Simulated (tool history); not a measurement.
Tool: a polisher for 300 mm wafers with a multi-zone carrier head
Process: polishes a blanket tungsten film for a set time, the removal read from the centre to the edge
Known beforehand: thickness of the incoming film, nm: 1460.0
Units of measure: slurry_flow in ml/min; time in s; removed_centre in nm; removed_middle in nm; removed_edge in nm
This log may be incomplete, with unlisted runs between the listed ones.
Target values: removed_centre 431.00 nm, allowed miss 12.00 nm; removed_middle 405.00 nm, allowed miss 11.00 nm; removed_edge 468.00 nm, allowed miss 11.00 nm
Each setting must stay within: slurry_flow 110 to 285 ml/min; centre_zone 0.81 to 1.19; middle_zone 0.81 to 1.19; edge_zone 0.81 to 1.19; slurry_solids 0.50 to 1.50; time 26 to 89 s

{"run": 1, "hour": 0.0, "slurry_flow": 180, "centre_zone": 1.0, "middle_zone": 1.0, "edge_zone": 1.0, "slurry_solids": 1.0, "time": 57, "removed_centre": 383.74, "removed_middle": 377.53, "removed_edge": 382.24}
{"run": 2, "hour": 7.2, "slurry_flow": 180, "centre_zone": 1.0, "middle_zone": 1.05, "edge_zone": 1.0, "slurry_solids": 1.0, "time": 57, "removed_centre": 382.06, "removed_middle": 387.59, "removed_edge": 384.08}
{"run": 3, "hour": 10.5, "slurry_flow": 195, "centre_zone": 1.0, "middle_zone": 1.02, "edge_zone": 1.06, "slurry_solids": 1.05, "time": 57, "removed_centre": 393.43, "removed_middle": 394.57, "removed_edge": 402.44}
{"run": 4, "hour": 13.1, "slurry_flow": 195, "centre_zone": 1.0, "middle_zone": 1.02, "edge_zone": 1.06, "slurry_solids": 1.05, "time": 49, "removed_centre": 343.21, "removed_middle": 336.79, "removed_edge": 345.81}
{"run": 5, "hour": 19.1, "slurry_flow": 195, "centre_zone": 1.0, "middle_zone": 1.08, "edge_zone": 1.06, "slurry_solids": 1.05, "time": 49, "removed_centre": 344.5, "removed_middle": 356.12, "removed_edge": 343.11}
{"run": 6, "hour": 26.3, "slurry_flow": 200, "centre_zone": 1.0, "middle_zone": 1.03, "edge_zone": 1.1, "slurry_solids": 1.15, "time": 51, "removed_centre": 358.57, "removed_middle": 363.79, "removed_edge": 379.1}
{"run": 7, "hour": 27.7, "slurry_flow": 215, "centre_zone": 1.02, "middle_zone": 1.01, "edge_zone": 1.13, "slurry_solids": 1.25, "time": 52, "removed_centre": 389.5, "removed_middle": 378.11, "removed_edge": 402.09}
{"run": 8, "hour": 34.6, "slurry_flow": 215, "centre_zone": 1.02, "middle_zone": 1.01, "edge_zone": 1.13, "slurry_solids": 1.25, "time": 52, "removed_centre": 387.04, "removed_middle": 377.9, "removed_edge": 396.69}
{"run": 9, "hour": 40.0, "slurry_flow": 220, "centre_zone": 1.02, "middle_zone": 0.98, "edge_zone": 1.15, "slurry_solids": 1.3, "time": 53, "removed_centre": 404.38, "removed_middle": 379.73, "removed_edge": 415.86}
{"run": 10, "hour": 44.9, "slurry_flow": 225, "centre_zone": 1.01, "middle_zone": 0.97, "edge_zone": 1.16, "slurry_solids": 1.35, "time": 54, "removed_centre": 412.43, "removed_middle": 389.42, "removed_edge": 429.67}
{"run": 11, "hour": 51.7, "slurry_flow": 230, "centre_zone": 1.0, "middle_zone": 0.96, "edge_zone": 1.17, "slurry_solids": 1.4, "time": 55, "removed_centre": 417.97, "removed_middle": 397.33, "removed_edge": 447.07}
{"run": 12, "hour": 59.9, "slurry_flow": 235, "centre_zone": 1.0, "middle_zone": 0.95, "edge_zone": 1.18, "slurry_solids": 1.45, "time": 55, "removed_centre": 426.98, "removed_middle": 399.67, "removed_edge": 452.69}
{"run": 13, "hour": 68.4, "slurry_flow": 235, "centre_zone": 0.99, "middle_zone": 0.94, "edge_zone": 1.18, "slurry_solids": 1.45, "time": 55, "removed_centre": 414.64, "removed_middle": 391.59, "removed_edge": 455.76}
{"run": 14, "hour": 76.2, "slurry_flow": 245, "centre_zone": 0.99, "middle_zone": 0.94, "edge_zone": 1.18, "slurry_solids": 1.45, "time": 55, "removed_centre": 422.76, "removed_middle": 395.69, "removed_edge": 457.1}
{"run": 15, "hour": 82.6, "slurry_flow": 250, "centre_zone": 0.99, "middle_zone": 0.94, "edge_zone": 1.18, "slurry_solids": 1.45, "time": 55, "removed_centre": 420.69, "removed_middle": 396.26, "removed_edge": 454.61}

Which one of the following 4 next-run settings gets every result inside its allowed miss? There is exactly one.
{"run": "A", "hour": 89.0, "slurry_flow": 170, "centre_zone": 0.95, "middle_zone": 0.99, "edge_zone": 1.06, "slurry_solids": 1.35, "time": 60, "removed_centre": "?", "removed_middle": "?", "removed_edge": "?"}
{"run": "B", "hour": 89.0, "slurry_flow": 265, "centre_zone": 0.97, "middle_zone": 0.99, "edge_zone": 1.16, "slurry_solids": 1.5, "time": 54, "removed_centre": "?", "removed_middle": "?", "removed_edge": "?"}
{"run": "C", "hour": 89.0, "slurry_flow": 240, "centre_zone": 1.02, "middle_zone": 0.96, "edge_zone": 1.09, "slurry_solids": 1.5, "time": 55, "removed_centre": "?", "removed_middle": "?", "removed_edge": "?"}
{"run": "D", "hour": 89.0, "slurry_flow": 245, "centre_zone": 0.93, "middle_zone": 0.87, "edge_zone": 1.06, "slurry_solids": 1.35, "time": 61, "removed_centre": "?", "removed_middle": "?", "removed_edge": "?"}

move=A removed_centre=414.35 removed_middle=425.25 removed_edge=445.51
move=B removed_centre=417.39 removed_middle=416.49 removed_edge=450.17
move=C removed_centre=441.68 removed_middle=409.06 removed_edge=440.67
move=D removed_centre=435.10 removed_middle=408.76 removed_edge=470.28
A: the biggest miss grows against the last run
B: the biggest miss grows against the last run
C: the biggest miss grows against the last run
D: each result inside its tolerance
Correct choice: D, which meets every target

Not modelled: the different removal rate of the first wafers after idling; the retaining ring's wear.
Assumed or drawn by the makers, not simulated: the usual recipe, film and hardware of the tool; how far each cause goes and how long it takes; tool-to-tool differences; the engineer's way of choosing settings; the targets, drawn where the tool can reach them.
